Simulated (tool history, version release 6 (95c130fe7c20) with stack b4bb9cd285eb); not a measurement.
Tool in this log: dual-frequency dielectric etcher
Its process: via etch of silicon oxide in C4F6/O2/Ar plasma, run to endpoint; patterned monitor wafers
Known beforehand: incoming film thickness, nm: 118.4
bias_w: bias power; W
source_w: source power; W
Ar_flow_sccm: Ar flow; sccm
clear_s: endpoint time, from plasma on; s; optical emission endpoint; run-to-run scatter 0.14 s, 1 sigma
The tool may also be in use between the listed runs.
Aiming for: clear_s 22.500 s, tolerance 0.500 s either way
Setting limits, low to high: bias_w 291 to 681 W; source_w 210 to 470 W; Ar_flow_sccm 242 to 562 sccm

run,day,bias_w,source_w,Ar_flow_sccm,clear_s
1,0.000,486,340,402,29.247
2,0.300,533,340,402,28.013
3,0.483,568,360,394,26.580
4,0.829,568,340,394,27.909
5,1.096,608,340,394,26.943
6,1.138,626,360,389,25.858
7,1.346,640,380,385,24.743
8,1.417,650,390,382,24.119
9,1.754,657,400,380,23.767
10,2.067,663,410,378,23.632
11,2.229,667,420,376,23.045
12,2.300,667,420,376,23.080
13,2.558,670,420,375,23.087

Which single option among these 4 for the next run brings every result within its allowed miss of target? Just one does.
A,2.817,606,410,328,?
B,2.817,681,430,368,?
C,2.817,573,390,298,?
D,2.817,648,390,384,?

move,clear_s
A,23.696
B,22.757
C,24.281
D,24.552
A: further off than the last run
B: hits every target within its allowed miss
C: further off than the last run
D: further off than the last run
B is the move that brings every result within its allowed miss.
